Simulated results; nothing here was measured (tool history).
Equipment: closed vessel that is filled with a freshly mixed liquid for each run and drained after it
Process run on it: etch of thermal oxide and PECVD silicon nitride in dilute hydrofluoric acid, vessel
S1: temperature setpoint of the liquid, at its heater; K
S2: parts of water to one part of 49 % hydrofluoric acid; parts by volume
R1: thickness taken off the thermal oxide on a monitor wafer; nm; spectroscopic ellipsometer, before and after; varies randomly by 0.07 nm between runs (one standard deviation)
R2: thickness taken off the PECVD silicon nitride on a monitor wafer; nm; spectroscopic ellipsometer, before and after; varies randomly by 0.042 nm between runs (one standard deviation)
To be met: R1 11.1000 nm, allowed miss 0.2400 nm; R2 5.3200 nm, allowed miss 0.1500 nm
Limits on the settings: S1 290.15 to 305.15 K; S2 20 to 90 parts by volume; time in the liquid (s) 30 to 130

run 1 hour=0.0 | S1=297.15 S2=50 time_in_the_liquid_(s)=65 | R1=5.7802 R2=3.2214
run 2 hour=8.3 | S1=297.15 S2=50 time_in_the_liquid_(s)=55 | R1=4.9299 R2=2.7357
run 3 hour=14.3 | S1=296.65 S2=45 time_in_the_liquid_(s)=60 | R1=5.8911 R2=3.1782
run 4 hour=21.2 | S1=296.15 S2=40 time_in_the_liquid_(s)=60 | R1=6.4297 R2=3.4616
run 5 hour=25.0 | S1=296.15 S2=30 time_in_the_liquid_(s)=60 | R1=8.6644 R2=4.6009
run 6 hour=27.6 | S1=296.15 S2=30 time_in_the_liquid_(s)=50 | R1=7.2917 R2=3.7728
run 7 hour=35.2 | S1=296.15 S2=30 time_in_the_liquid_(s)=55 | R1=8.1207 R2=4.1632
run 8 hour=38.1 | S1=296.15 S2=30 time_in_the_liquid_(s)=55 | R1=8.0452 R2=4.1265
run 9 hour=42.8 | S1=296.15 S2=30 time_in_the_liquid_(s)=55 | R1=8.0864 R2=4.2265
run 10 hour=50.4 | S1=296.15 S2=30 time_in_the_liquid_(s)=55 | R1=8.0394 R2=4.1678
run 11 hour=57.3 | S1=295.65 S2=25 time_in_the_liquid_(s)=60 | R1=10.2330 R2=5.2677
run 12 hour=59.4 | S1=295.15 S2=25 time_in_the_liquid_(s)=60 | R1=10.1130 R2=5.0733
run 13 hour=61.0 | S1=294.65 S2=25 time_in_the_liquid_(s)=60 | R1=9.8002 R2=4.8535
run 14 hour=64.9 | S1=294.15 S2=20 time_in_the_liquid_(s)=65 | R1=13.2330 R2=6.3700
run 15 hour=71.2 | S1=293.65 S2=25 time_in_the_liquid_(s)=65 | R1=10.3730 R2=4.9360

Which single option among these 4 for the next run brings every result within its allowed miss of target? Just one does.
run A hour=77.5 | S1=294.15 S2=20 time_in_the_liquid_(s)=55 | R1=? R2=?
run B hour=77.5 | S1=291.65 S2=20 time_in_the_liquid_(s)=65 | R1=? R2=?
run C hour=77.5 | S1=295.15 S2=30 time_in_the_liquid_(s)=80 | R1=? R2=?
run D hour=77.5 | S1=294.65 S2=25 time_in_the_liquid_(s)=65 | R1=? R2=?

move=A R1=11.2190 R2=5.2995
move=B R1=11.8910 R2=5.2499
move=C R1=11.2130 R2=5.6054
move=D R1=10.7700 R2=5.2421
A: every result within its allowed miss
B: the result that was furthest off in the last run now lies on the other side of its target
C: brings the last run's worst result on target, with another outside its allowed miss
D: moves toward the targets from the last run without getting all of them in spec
Correct choice: A, which meets every target
